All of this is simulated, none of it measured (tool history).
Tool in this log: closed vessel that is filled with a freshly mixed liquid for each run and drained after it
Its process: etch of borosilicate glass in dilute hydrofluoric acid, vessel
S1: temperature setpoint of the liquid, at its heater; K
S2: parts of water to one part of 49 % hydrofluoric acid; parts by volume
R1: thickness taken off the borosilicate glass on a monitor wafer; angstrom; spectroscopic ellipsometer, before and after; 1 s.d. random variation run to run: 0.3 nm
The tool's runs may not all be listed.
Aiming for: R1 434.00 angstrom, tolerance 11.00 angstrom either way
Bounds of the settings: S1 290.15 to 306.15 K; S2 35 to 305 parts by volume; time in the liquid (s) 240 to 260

run 1 hour=0.0 | S1=298.15 S2=170 time_in_the_liquid_(s)=240 | R1=634.50
run 2 hour=0.9 | S1=301.65 S2=170 time_in_the_liquid_(s)=240 | R1=711.50
run 3 hour=8.8 | S1=303.65 S2=170 time_in_the_liquid_(s)=240 | R1=780.80
run 4 hour=14.9 | S1=302.15 S2=170 time_in_the_liquid_(s)=240 | R1=734.36
run 5 hour=19.5 | S1=302.15 S2=170 time_in_the_liquid_(s)=260 | R1=794.34
run 6 hour=21.8 | S1=302.15 S2=200 time_in_the_liquid_(s)=260 | R1=654.51
run 7 hour=28.3 | S1=301.15 S2=200 time_in_the_liquid_(s)=260 | R1=626.66
run 8 hour=36.2 | S1=300.15 S2=200 time_in_the_liquid_(s)=260 | R1=609.12
run 9 hour=42.3 | S1=299.15 S2=200 time_in_the_liquid_(s)=260 | R1=580.44
run 10 hour=46.0 | S1=295.15 S2=205 time_in_the_liquid_(s)=260 | R1=491.39
run 11 hour=47.6 | S1=294.65 S2=205 time_in_the_liquid_(s)=260 | R1=474.12
run 12 hour=49.0 | S1=294.15 S2=205 time_in_the_liquid_(s)=260 | R1=464.52
run 13 hour=54.0 | S1=293.15 S2=205 time_in_the_liquid_(s)=260 | R1=454.43

Pick the move, out of 5, that brings all results within their allowed miss; only one does.
run A hour=59.0 | S1=293.15 S2=195 time_in_the_liquid_(s)=260 | R1=?
run B hour=59.0 | S1=294.15 S2=205 time_in_the_liquid_(s)=255 | R1=?
run C hour=59.0 | S1=291.15 S2=185 time_in_the_liquid_(s)=260 | R1=?
run D hour=59.0 | S1=293.15 S2=210 time_in_the_liquid_(s)=255 | R1=?
run E hour=59.0 | S1=296.15 S2=215 time_in_the_liquid_(s)=260 | R1=?

move=A R1=477.26
move=B R1=458.11
move=C R1=469.60
move=D R1=428.31
move=E R1=475.24
A: misses by more than the last run did
B: misses by more than the last run did
C: misses by more than the last run did
D: all results in spec
E: misses by more than the last run did
The right move is D.
